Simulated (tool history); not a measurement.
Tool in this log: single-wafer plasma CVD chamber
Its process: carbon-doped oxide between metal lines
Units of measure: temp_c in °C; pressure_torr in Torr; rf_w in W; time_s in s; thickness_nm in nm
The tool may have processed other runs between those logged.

run	day	temp_c	pressure_torr	rf_w	time_s	thickness_nm
1	0.000	335	6.28	380	14.6	74.118
2	0.275	335	6.28	380	14.6	74.387
3	0.492	340	6.28	380	14.6	72.806
4	0.767	340	5.81	380	14.6	72.288
5	0.921	340	6.46	380	14.6	73.274
6	1.175	340	6.46	380	14.6	73.063

For run 7, what comes out?
7	1.350	337	6.63	390	14.6	?

thickness_nm: 75.381 nm
